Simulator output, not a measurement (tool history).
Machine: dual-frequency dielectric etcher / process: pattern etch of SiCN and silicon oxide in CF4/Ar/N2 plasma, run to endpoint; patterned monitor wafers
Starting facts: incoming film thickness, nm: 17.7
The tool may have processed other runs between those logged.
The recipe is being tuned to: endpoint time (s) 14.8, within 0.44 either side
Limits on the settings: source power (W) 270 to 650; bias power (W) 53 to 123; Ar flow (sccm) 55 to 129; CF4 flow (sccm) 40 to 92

run 1 hour=0 | source_power_(W)=460 bias_power_(W)=88 Ar_flow_(sccm)=92 CF4_flow_(sccm)=66 | endpoint_time_(s)=20.318
run 2 hour=7.5 | source_power_(W)=460 bias_power_(W)=88 Ar_flow_(sccm)=92 CF4_flow_(sccm)=78 | endpoint_time_(s)=19.579
run 3 hour=16.3 | source_power_(W)=500 bias_power_(W)=89 Ar_flow_(sccm)=92 CF4_flow_(sccm)=78 | endpoint_time_(s)=17.708
run 4 hour=21.6 | source_power_(W)=540 bias_power_(W)=89 Ar_flow_(sccm)=92 CF4_flow_(sccm)=78 | endpoint_time_(s)=16.26
run 5 hour=28.3 | source_power_(W)=550 bias_power_(W)=89 Ar_flow_(sccm)=92 CF4_flow_(sccm)=78 | endpoint_time_(s)=15.819
run 6 hour=33.4 | source_power_(W)=550 bias_power_(W)=82 Ar_flow_(sccm)=92 CF4_flow_(sccm)=78 | endpoint_time_(s)=16.681
run 7 hour=36.7 | source_power_(W)=570 bias_power_(W)=82 Ar_flow_(sccm)=92 CF4_flow_(sccm)=78 | endpoint_time_(s)=15.992
run 8 hour=39.9 | source_power_(W)=580 bias_power_(W)=82 Ar_flow_(sccm)=92 CF4_flow_(sccm)=78 | endpoint_time_(s)=15.693
run 9 hour=43.8 | source_power_(W)=590 bias_power_(W)=82 Ar_flow_(sccm)=92 CF4_flow_(sccm)=78 | endpoint_time_(s)=15.324

Consider the 4 candidate settings below. Which is the only one whose results all fall within their allowed miss of target?
run A hour=47.7 | source_power_(W)=580 bias_power_(W)=76 Ar_flow_(sccm)=97 CF4_flow_(sccm)=83 | endpoint_time_(s)=?
run B hour=47.7 | source_power_(W)=560 bias_power_(W)=89 Ar_flow_(sccm)=98 CF4_flow_(sccm)=75 | endpoint_time_(s)=?
run C hour=47.7 | source_power_(W)=570 bias_power_(W)=88 Ar_flow_(sccm)=98 CF4_flow_(sccm)=65 | endpoint_time_(s)=?
run D hour=47.7 | source_power_(W)=620 bias_power_(W)=80 Ar_flow_(sccm)=100 CF4_flow_(sccm)=77 | endpoint_time_(s)=?

move=A endpoint_time_(s)=15.977
move=B endpoint_time_(s)=15.99
move=C endpoint_time_(s)=16.263
move=D endpoint_time_(s)=14.884
A: the biggest miss grows against the last run
B: the biggest miss grows against the last run
C: the biggest miss grows against the last run
D: every result within its allowed miss
The right move is D.

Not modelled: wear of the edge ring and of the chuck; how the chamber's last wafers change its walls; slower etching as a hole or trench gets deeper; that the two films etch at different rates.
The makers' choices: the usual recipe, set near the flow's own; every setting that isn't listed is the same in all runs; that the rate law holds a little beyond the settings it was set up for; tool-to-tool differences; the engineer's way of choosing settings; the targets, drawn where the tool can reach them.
